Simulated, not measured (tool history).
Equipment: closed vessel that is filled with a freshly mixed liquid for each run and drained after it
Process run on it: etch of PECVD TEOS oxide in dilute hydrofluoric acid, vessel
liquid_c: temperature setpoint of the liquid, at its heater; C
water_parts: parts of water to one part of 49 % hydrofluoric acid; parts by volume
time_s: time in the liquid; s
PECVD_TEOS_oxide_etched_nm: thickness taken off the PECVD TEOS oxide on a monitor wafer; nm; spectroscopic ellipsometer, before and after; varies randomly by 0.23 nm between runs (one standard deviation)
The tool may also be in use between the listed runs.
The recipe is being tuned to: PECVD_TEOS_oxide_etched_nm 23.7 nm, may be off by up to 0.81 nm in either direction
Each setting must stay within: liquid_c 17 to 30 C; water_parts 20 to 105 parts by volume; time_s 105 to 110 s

run  hour  liquid_c  water_parts  time_s  PECVD_TEOS_oxide_etched_nm
  1     0        22           55     105                      37.285
  2     7      21.5           55     105                      37.378
  3  11.2      21.5           35     105                      59.705
  4  19.3      21.5           35     110                      63.249
  5  23.1        21           40     110                       54.21
  6  24.7        21           40     110                      53.145
  7  33.5      20.5           45     110                      45.828
  8  37.4        20           50     110                      40.518
  9    46      19.5           55     110                      36.099
 10  51.4        19           55     110                      34.626
 11  55.5      18.5           55     110                      34.265
 12  63.1      17.5           65     110                      27.188
 13  67.5        17           70     110                      24.658

Which single option among these 4 for the next run brings every result within its allowed miss of target? Just one does.
  A  71.9        17           75     105                           ?
  B  71.9        19           80     105                           ?
  C  71.9        24           90     105                           ?
  D  71.9      18.5           70     105                           ?

move  PECVD_TEOS_oxide_etched_nm
   A                      21.696
   B                      22.018
   C                      23.735
   D                      24.918
A: the result that was furthest off in the last run now lies on the other side of its target
B: the result that was furthest off in the last run now lies on the other side of its target
C: all results land within tolerance of their targets
D: the biggest miss grows against the last run
Go with C: it meets all targets.

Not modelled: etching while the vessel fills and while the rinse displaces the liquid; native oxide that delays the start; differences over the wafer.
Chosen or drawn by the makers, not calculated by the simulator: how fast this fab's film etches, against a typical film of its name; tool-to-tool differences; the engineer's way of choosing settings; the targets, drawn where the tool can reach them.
